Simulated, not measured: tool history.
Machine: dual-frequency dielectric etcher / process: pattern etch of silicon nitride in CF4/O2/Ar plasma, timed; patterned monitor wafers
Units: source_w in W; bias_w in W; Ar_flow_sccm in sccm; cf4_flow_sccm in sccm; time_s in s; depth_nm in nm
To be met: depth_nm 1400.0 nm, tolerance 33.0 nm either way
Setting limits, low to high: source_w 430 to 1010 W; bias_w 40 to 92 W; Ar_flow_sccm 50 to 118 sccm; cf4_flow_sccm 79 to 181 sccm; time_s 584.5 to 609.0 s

Run 1, hour 0.0: source_w 720 W, bias_w 66 W, Ar_flow_sccm 84 sccm, cf4_flow_sccm 130 sccm, time_s 584.5 s. Result: depth_nm 1717.8 nm.
Run 2, hour 3.9: source_w 720 W, bias_w 66 W, Ar_flow_sccm 84 sccm, cf4_flow_sccm 140 sccm, time_s 584.5 s. Result: depth_nm 1714.7 nm.
Run 3, hour 10.9: source_w 720 W, bias_w 74 W, Ar_flow_sccm 84 sccm, cf4_flow_sccm 140 sccm, time_s 584.5 s. Result: depth_nm 1788.3 nm.
Run 4, hour 16.6: source_w 690 W, bias_w 74 W, Ar_flow_sccm 84 sccm, cf4_flow_sccm 140 sccm, time_s 584.5 s. Result: depth_nm 1744.7 nm.
Run 5, hour 25.4: source_w 690 W, bias_w 74 W, Ar_flow_sccm 84 sccm, cf4_flow_sccm 131 sccm, time_s 584.5 s. Result: depth_nm 1723.0 nm.
Run 6, hour 31.5: source_w 690 W, bias_w 84 W, Ar_flow_sccm 84 sccm, cf4_flow_sccm 131 sccm, time_s 584.5 s. Result: depth_nm 1826.4 nm.
Run 7, hour 39.2: source_w 650 W, bias_w 84 W, Ar_flow_sccm 84 sccm, cf4_flow_sccm 131 sccm, time_s 584.5 s. Result: depth_nm 1727.3 nm.
Run 8, hour 44.7: source_w 620 W, bias_w 84 W, Ar_flow_sccm 84 sccm, cf4_flow_sccm 131 sccm, time_s 584.5 s. Result: depth_nm 1655.3 nm.
Run 9, hour 49.0: source_w 600 W, bias_w 84 W, Ar_flow_sccm 84 sccm, cf4_flow_sccm 131 sccm, time_s 584.5 s. Result: depth_nm 1633.0 nm.
Run 10, hour 53.0: source_w 580 W, bias_w 84 W, Ar_flow_sccm 84 sccm, cf4_flow_sccm 131 sccm, time_s 584.5 s. Result: depth_nm 1561.9 nm.
Run 11, hour 60.2: source_w 570 W, bias_w 84 W, Ar_flow_sccm 84 sccm, cf4_flow_sccm 131 sccm, time_s 584.5 s. Result: depth_nm 1556.9 nm.
Run 12, hour 63.2: source_w 470 W, bias_w 83 W, Ar_flow_sccm 84 sccm, cf4_flow_sccm 131 sccm, time_s 584.5 s. Result: depth_nm 1325.1 nm.

Consider the 4 candidate settings below. Which is the only one whose results all fall within their allowed miss of target?
Run A, hour 66.2: source_w 470 W, bias_w 85 W, Ar_flow_sccm 80 sccm, cf4_flow_sccm 115 sccm, time_s 609.0 s. Result: depth_nm ?.
Run B, hour 66.2: source_w 460 W, bias_w 83 W, Ar_flow_sccm 86 sccm, cf4_flow_sccm 137 sccm, time_s 587.0 s. Result: depth_nm ?.
Run C, hour 66.2: source_w 440 W, bias_w 89 W, Ar_flow_sccm 90 sccm, cf4_flow_sccm 121 sccm, time_s 596.5 s. Result: depth_nm ?.
Run D, hour 66.2: source_w 470 W, bias_w 82 W, Ar_flow_sccm 83 sccm, cf4_flow_sccm 125 sccm, time_s 584.5 s. Result: depth_nm ?.

move  depth_nm
   A    1380.5
   B    1304.8
   C    1303.3
   D    1308.5
A: every result within its allowed miss
B: moves away from the targets compared with the last run
C: moves away from the targets compared with the last run
D: moves away from the targets compared with the last run
Go with A: it meets all targets.
